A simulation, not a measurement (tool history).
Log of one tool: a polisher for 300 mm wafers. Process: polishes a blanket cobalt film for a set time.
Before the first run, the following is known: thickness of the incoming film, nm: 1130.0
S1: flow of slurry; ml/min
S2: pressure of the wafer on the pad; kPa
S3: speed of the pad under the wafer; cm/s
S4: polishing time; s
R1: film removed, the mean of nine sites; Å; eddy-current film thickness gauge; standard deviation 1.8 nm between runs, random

run 1 hour=0.0 | S1=225 S2=11.0 S3=102 S4=111 | R1=4606.4
run 2 hour=7.6 | S1=220 S2=9.0 S3=94 S4=111 | R1=3487.1
run 3 hour=16.0 | S1=215 S2=7.6 S3=90 S4=111 | R1=2834.3
run 4 hour=18.2 | S1=215 S2=7.6 S3=90 S4=111 | R1=2851.6
run 5 hour=24.9 | S1=210 S2=6.9 S3=88 S4=111 | R1=2546.1
run 6 hour=27.2 | S1=245 S2=6.9 S3=88 S4=111 | R1=2566.0

Estimate the outcome of run 7 from the log above:
run 7 hour=27.8 | S1=245 S2=6.2 S3=88 S4=111 | R1=?

Run 7 yielded R1 2279.9 Å.

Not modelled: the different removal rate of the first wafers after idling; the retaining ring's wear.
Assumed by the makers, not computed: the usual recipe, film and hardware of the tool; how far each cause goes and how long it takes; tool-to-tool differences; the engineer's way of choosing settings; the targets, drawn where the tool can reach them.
